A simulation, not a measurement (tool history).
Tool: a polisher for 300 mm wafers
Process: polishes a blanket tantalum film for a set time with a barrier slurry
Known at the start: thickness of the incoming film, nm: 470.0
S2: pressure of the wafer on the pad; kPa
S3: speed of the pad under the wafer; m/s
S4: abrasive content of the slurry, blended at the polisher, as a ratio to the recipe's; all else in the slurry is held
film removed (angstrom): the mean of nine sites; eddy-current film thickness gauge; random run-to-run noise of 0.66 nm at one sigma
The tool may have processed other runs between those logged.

{"run": 1, "hour": 0.0, "flow of slurry (ml/min)": 310, "S2": 15.9, "S3": 0.88, "S4": 1.0, "polishing time (s)": 23, "film removed (angstrom)": 394.58}
{"run": 2, "hour": 8.6, "flow of slurry (ml/min)": 310, "S2": 15.9, "S3": 0.88, "S4": 1.15, "polishing time (s)": 23, "film removed (angstrom)": 415.77}
{"run": 3, "hour": 10.0, "flow of slurry (ml/min)": 310, "S2": 15.9, "S3": 0.88, "S4": 1.35, "polishing time (s)": 23, "film removed (angstrom)": 435.36}
{"run": 4, "hour": 12.7, "flow of slurry (ml/min)": 310, "S2": 15.9, "S3": 1.08, "S4": 1.35, "polishing time (s)": 23, "film removed (angstrom)": 534.21}
{"run": 5, "hour": 17.9, "flow of slurry (ml/min)": 310, "S2": 15.9, "S3": 1.08, "S4": 1.35, "polishing time (s)": 23, "film removed (angstrom)": 533.07}
{"run": 6, "hour": 20.4, "flow of slurry (ml/min)": 310, "S2": 16.5, "S3": 1.08, "S4": 1.35, "polishing time (s)": 23, "film removed (angstrom)": 555.32}

What will run 7 give?
{"run": 7, "hour": 21.9, "flow of slurry (ml/min)": 310, "S2": 17.2, "S3": 1.08, "S4": 1.35, "polishing time (s)": 23, "film removed (angstrom)": "?"}

For run 7 the tool returned film removed (angstrom) 575.66.

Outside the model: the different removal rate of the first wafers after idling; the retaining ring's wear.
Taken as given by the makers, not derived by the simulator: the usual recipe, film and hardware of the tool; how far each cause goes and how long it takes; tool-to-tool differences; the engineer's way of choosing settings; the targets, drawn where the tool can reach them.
